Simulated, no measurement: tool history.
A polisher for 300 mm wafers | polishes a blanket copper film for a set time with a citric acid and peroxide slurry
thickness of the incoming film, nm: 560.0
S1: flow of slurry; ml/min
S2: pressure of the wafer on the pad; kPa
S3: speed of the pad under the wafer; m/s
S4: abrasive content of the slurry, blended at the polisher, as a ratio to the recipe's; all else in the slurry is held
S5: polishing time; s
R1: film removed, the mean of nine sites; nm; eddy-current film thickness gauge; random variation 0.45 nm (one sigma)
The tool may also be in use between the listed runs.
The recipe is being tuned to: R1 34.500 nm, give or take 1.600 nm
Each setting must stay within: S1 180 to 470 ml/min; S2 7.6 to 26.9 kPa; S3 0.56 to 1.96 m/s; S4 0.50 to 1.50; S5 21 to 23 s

run,hour,S1,S2,S3,S4,S5,R1
1,0.0,300,17.2,1.26,1.00,23,52.099
2,1.3,300,15.9,1.26,1.00,23,49.855
3,3.4,300,14.5,1.26,1.00,23,46.808
4,4.7,300,14.5,1.46,1.00,23,53.304
5,7.7,300,13.1,1.44,1.00,23,48.377
6,9.3,300,12.4,1.42,1.00,23,46.542
7,12.1,300,11.7,1.40,1.00,23,45.327
8,16.8,300,11.0,1.38,1.00,23,42.471
9,25.8,300,11.0,1.38,1.00,23,42.638
10,32.5,300,10.3,1.36,1.00,23,39.948
11,37.9,300,9.7,1.36,1.00,23,38.286

Pick the move, out of 5, that brings all results within their allowed miss; only one does.
A,43.3,215,7.6,1.40,1.15,21,?
B,43.3,325,11.0,1.16,1.10,23,?
C,43.3,290,9.0,1.60,0.65,23,?
D,43.3,290,10.3,1.14,1.45,22,?
E,43.3,300,9.7,1.50,1.00,22,?

move,R1
A,30.468
B,36.678
C,37.973
D,34.911
E,39.436
A: takes the result that was furthest off past its target
B: moves toward the targets from the last run without getting all of them in spec
C: moves toward the targets from the last run without getting all of them in spec
D: all results in spec
E: further off than the last run
D meets every target.
